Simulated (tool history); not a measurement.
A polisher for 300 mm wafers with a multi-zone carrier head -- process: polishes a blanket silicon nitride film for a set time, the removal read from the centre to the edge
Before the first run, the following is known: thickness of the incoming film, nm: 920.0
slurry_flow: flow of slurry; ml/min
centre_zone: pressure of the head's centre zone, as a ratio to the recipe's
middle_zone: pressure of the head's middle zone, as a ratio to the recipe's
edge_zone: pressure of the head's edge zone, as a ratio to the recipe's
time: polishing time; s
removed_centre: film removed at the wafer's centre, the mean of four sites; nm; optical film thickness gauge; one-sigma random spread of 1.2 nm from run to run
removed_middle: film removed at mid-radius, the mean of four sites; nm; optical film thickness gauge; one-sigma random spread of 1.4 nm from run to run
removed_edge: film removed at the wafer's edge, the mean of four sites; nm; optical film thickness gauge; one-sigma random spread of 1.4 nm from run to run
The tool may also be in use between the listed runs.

run	day	slurry_flow	centre_zone	middle_zone	edge_zone	time	removed_centre	removed_middle	removed_edge
1	0	250	1	1	1	67	103.11	100.94	100.77
2	0.117	255	1	1	1.03	69	103.14	102.21	105.21
3	0.229	255	1	1	1.03	84	130.47	126.52	125.47
4	0.475	255	1	0.99	1.05	84	128.94	126.42	128.73
5	0.771	255	1	0.98	1.06	84	127.75	123.6	131.19
6	1.029	255	1.05	0.98	1.06	84	136.09	123.79	129.13

Run 7 is up next; what results do you expect?
7	1.183	255	1.04	0.98	1.07	84	?	?	?

{"run 7": {"removed_centre": 135.96, "removed_middle": 122.72, "removed_edge": 132.22}}
